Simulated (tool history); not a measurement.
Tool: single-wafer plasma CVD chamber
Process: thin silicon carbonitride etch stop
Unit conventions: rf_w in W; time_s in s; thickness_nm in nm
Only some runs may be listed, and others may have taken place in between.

run 1 day=0 | rf_w=250 time_s=26.4 | thickness_nm=15.889
run 2 day=0.138 | rf_w=230 time_s=26.4 | thickness_nm=15.435
run 3 day=0.412 | rf_w=215 time_s=26.4 | thickness_nm=15.237
run 4 day=0.592 | rf_w=215 time_s=29.2 | thickness_nm=16.831
run 5 day=0.95 | rf_w=215 time_s=27.2 | thickness_nm=15.75
run 6 day=1.283 | rf_w=200 time_s=27.2 | thickness_nm=15.347
run 7 day=1.529 | rf_w=240 time_s=29.3 | thickness_nm=17.31
run 8 day=1.733 | rf_w=240 time_s=29.3 | thickness_nm=17.185
run 9 day=1.958 | rf_w=250 time_s=29.6 | thickness_nm=17.888

Expected results for the next run?
run 10 day=1.983 | rf_w=255 time_s=29.7 | thickness_nm=?

thickness_nm: 17.894 nm

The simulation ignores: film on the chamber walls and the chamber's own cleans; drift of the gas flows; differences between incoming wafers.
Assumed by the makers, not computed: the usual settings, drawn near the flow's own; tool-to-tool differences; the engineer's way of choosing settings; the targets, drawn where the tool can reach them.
